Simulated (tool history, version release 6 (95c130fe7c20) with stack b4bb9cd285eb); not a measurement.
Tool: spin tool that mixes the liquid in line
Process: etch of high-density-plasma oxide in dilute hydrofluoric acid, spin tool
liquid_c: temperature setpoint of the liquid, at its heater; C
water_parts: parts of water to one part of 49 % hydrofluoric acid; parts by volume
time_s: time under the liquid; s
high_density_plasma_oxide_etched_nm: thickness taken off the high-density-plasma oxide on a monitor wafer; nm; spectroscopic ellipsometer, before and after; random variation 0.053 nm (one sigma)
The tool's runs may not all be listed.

run  hour  liquid_c  water_parts  time_s  high_density_plasma_oxide_etched_nm
  1   0.0      21.0          135     285                               12.462
  2   8.4      24.0          135     285                               14.121
  3  10.9      23.0          140     285                               12.923
  4  17.9      24.5          140     285                               13.909
  5  22.6      23.5          140     285                               13.299
  6  30.0      23.5          140     305                               14.182

Run 7 comes next. What will it give?
     32.5  -- hydrofluoric acid flow meter replaced
  7  32.5      23.0          145     305                                    ?

Run 7 gave high_density_plasma_oxide_etched_nm 12.167 nm.
